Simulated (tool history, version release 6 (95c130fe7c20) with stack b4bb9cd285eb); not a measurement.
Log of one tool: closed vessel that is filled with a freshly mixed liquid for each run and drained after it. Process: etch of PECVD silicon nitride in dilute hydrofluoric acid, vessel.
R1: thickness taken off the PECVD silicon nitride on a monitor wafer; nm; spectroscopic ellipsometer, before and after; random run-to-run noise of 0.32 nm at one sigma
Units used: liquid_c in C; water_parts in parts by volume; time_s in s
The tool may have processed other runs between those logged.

{"run": 1, "hour": 0.0, "liquid_c": 21.0, "water_parts": 180, "time_s": 2725, "R1": 36.504}
{"run": 2, "hour": 8.2, "liquid_c": 22.5, "water_parts": 180, "time_s": 2725, "R1": 39.964}
{"run": 3, "hour": 14.6, "liquid_c": 24.0, "water_parts": 180, "time_s": 2725, "R1": 44.01}
{"run": 4, "hour": 23.9, "liquid_c": 24.0, "water_parts": 180, "time_s": 2930, "R1": 46.6}
{"run": 5, "hour": 31.8, "liquid_c": 25.0, "water_parts": 180, "time_s": 2930, "R1": 50.013}
{"hour": 40.8, "done": "thermometer replaced"}
{"run": 6, "hour": 40.8, "liquid_c": 25.0, "water_parts": 180, "time_s": 2725, "R1": 42.389}
{"run": 7, "hour": 50.2, "liquid_c": 25.0, "water_parts": 180, "time_s": 2725, "R1": 41.836}
{"run": 8, "hour": 59.3, "liquid_c": 26.0, "water_parts": 170, "time_s": 2725, "R1": 47.896}

Forecast run 9:
{"run": 9, "hour": 62.4, "liquid_c": 26.5, "water_parts": 165, "time_s": 2725, "R1": "?"}

R1: 50.716 nm
